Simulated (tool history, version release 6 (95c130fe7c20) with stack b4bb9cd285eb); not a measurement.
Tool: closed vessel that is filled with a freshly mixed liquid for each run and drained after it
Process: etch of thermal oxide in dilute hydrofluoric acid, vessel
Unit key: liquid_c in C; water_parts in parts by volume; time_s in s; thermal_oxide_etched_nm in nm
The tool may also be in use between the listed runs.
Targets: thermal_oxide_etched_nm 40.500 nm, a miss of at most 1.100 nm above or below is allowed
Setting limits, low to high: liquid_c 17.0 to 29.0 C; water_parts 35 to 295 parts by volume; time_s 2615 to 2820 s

{"run": 1, "day": 0.0, "liquid_c": 21.0, "water_parts": 165, "time_s": 2615, "thermal_oxide_etched_nm": 64.014}
{"run": 2, "day": 0.217, "liquid_c": 20.0, "water_parts": 175, "time_s": 2615, "thermal_oxide_etched_nm": 57.575}
{"run": 3, "day": 0.471, "liquid_c": 19.5, "water_parts": 180, "time_s": 2615, "thermal_oxide_etched_nm": 53.899}
{"run": 4, "day": 0.642, "liquid_c": 19.5, "water_parts": 125, "time_s": 2615, "thermal_oxide_etched_nm": 82.668}
{"run": 5, "day": 0.871, "liquid_c": 19.5, "water_parts": 125, "time_s": 2615, "thermal_oxide_etched_nm": 82.355}
{"run": 6, "day": 0.971, "liquid_c": 19.5, "water_parts": 125, "time_s": 2615, "thermal_oxide_etched_nm": 82.563}
{"run": 7, "day": 1.258, "liquid_c": 19.0, "water_parts": 140, "time_s": 2615, "thermal_oxide_etched_nm": 71.573}
{"run": 8, "day": 1.504, "liquid_c": 18.5, "water_parts": 155, "time_s": 2615, "thermal_oxide_etched_nm": 62.539}
{"run": 9, "day": 1.529, "liquid_c": 18.0, "water_parts": 165, "time_s": 2615, "thermal_oxide_etched_nm": 56.596}
{"run": 10, "day": 1.867, "liquid_c": 18.0, "water_parts": 175, "time_s": 2615, "thermal_oxide_etched_nm": 52.892}
{"run": 11, "day": 2.088, "liquid_c": 18.0, "water_parts": 180, "time_s": 2615, "thermal_oxide_etched_nm": 50.979}
{"run": 12, "day": 2.375, "liquid_c": 18.0, "water_parts": 185, "time_s": 2615, "thermal_oxide_etched_nm": 49.284}
{"run": 13, "day": 2.679, "liquid_c": 18.0, "water_parts": 190, "time_s": 2615, "thermal_oxide_etched_nm": 47.989}

Pick the move, out of 4, that brings all results within their allowed miss; only one does.
{"run": "A", "day": 2.983, "liquid_c": 20.5, "water_parts": 190, "time_s": 2615, "thermal_oxide_etched_nm": "?"}
{"run": "B", "day": 2.983, "liquid_c": 18.5, "water_parts": 155, "time_s": 2615, "thermal_oxide_etched_nm": "?"}
{"run": "C", "day": 2.983, "liquid_c": 19.0, "water_parts": 190, "time_s": 2745, "thermal_oxide_etched_nm": "?"}
{"run": "D", "day": 2.983, "liquid_c": 17.0, "water_parts": 210, "time_s": 2615, "thermal_oxide_etched_nm": "?"}

move=A thermal_oxide_etched_nm=52.981
move=B thermal_oxide_etched_nm=62.156
move=C thermal_oxide_etched_nm=52.458
move=D thermal_oxide_etched_nm=41.007
A: misses by more than the last run did
B: misses by more than the last run did
C: misses by more than the last run did
D: in spec on every target
Go with D: it meets all targets.
